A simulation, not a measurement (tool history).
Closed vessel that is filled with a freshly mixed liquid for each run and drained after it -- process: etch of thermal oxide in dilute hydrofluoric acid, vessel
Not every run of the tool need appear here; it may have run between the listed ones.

run,hour,temperature setpoint of the liquid (C),parts of water to one part of 49 % hydrofluoric acid (parts by volume),time in the liquid (s),thickness taken off the thermal oxide on a monitor wafer (angstrom)
1,0.0,22.0,125,390,138.16
2,5.1,21.0,130,390,126.33
3,10.4,20.5,135,390,118.45
4,13.5,20.0,140,390,112.21
5,18.2,20.0,105,390,155.42
6,24.4,19.5,115,390,137.09
7,28.0,19.0,120,390,128.26
8,33.5,18.5,125,390,119.73
9,36.4,18.0,130,390,111.75
10,44.3,18.0,135,390,108.04

Expected results for the next run?
11,51.2,18.0,140,390,?

thickness taken off the thermal oxide on a monitor wafer (angstrom): 102.67
